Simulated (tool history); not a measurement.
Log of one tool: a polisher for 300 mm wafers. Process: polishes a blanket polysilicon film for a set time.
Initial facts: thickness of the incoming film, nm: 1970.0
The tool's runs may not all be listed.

run	hour	flow of slurry (ml/min)	pressure of the wafer on the pad (kPa)	speed of the pad under the wafer (cm/s)	polishing time (s)	film removed (angstrom)
1	0	305	17.2	90	72	4425.1
2	7.7	305	17.2	90	76	4610.6
3	11	305	17.2	90	72	4374
4	17.7	305	13.8	90	72	3526
5	19.9	305	13.8	112	72	4488.1
6	25.7	305	13.8	112	72	4358
7	29.7	305	12.4	112	72	3943.2

Estimate the outcome of run 8 from the log above:
8	30.6	305	11.7	112	72	?

film removed (angstrom): 3784.3

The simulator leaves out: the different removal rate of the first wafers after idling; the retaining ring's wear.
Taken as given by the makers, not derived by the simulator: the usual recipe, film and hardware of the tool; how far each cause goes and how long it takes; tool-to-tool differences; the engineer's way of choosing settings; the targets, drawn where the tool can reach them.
